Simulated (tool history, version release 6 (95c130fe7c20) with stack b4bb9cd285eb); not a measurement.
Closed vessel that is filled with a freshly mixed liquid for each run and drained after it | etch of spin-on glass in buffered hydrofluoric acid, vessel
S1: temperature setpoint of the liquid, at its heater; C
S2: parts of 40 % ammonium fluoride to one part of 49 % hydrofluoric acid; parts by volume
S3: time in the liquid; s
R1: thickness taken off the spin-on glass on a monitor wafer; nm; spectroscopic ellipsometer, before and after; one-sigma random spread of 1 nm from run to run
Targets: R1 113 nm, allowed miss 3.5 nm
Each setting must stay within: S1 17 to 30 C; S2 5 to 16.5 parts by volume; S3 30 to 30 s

Run 1, day 0: S1 22 C, S2 10 parts by volume, S3 30 s. Result: R1 89.646 nm.
Run 2, day 0.042: S1 23 C, S2 10 parts by volume, S3 30 s. Result: R1 93.873 nm.
Run 3, day 0.383: S1 21 C, S2 10 parts by volume, S3 30 s. Result: R1 84.374 nm.
Run 4, day 0.654: S1 22.5 C, S2 10 parts by volume, S3 30 s. Result: R1 92.099 nm.
Run 5, day 0.817: S1 23.5 C, S2 10 parts by volume, S3 30 s. Result: R1 96.838 nm.
Run 6, day 0.958: S1 24.5 C, S2 10 parts by volume, S3 30 s. Result: R1 103.74 nm.
Run 7, day 1.338: S1 25 C, S2 10 parts by volume, S3 30 s. Result: R1 106.59 nm.
Run 8, day 1.579: S1 25 C, S2 10 parts by volume, S3 30 s. Result: R1 105.86 nm.
Run 9, day 1.933: S1 25.5 C, S2 10 parts by volume, S3 30 s. Result: R1 108.93 nm.

Which of these 4 next moves meets every target?
Run A, day 2.288: S1 25.5 C, S2 10.5 parts by volume, S3 30 s. Result: R1 ?.
Run B, day 2.288: S1 26.5 C, S2 9 parts by volume, S3 30 s. Result: R1 ?.
Run C, day 2.288: S1 21.5 C, S2 7.5 parts by volume, S3 30 s. Result: R1 ?.
Run D, day 2.288: S1 27.5 C, S2 10 parts by volume, S3 30 s. Result: R1 ?.

move      R1
   A  103.52
   B  122.39
   C  113.56
   D  120.84
A: further off than the last run
B: moves the result that the last run missed by most past its target, out the other side
C: meets every target
D: moves the result that the last run missed by most past its target, out the other side
The move that meets every target is C.
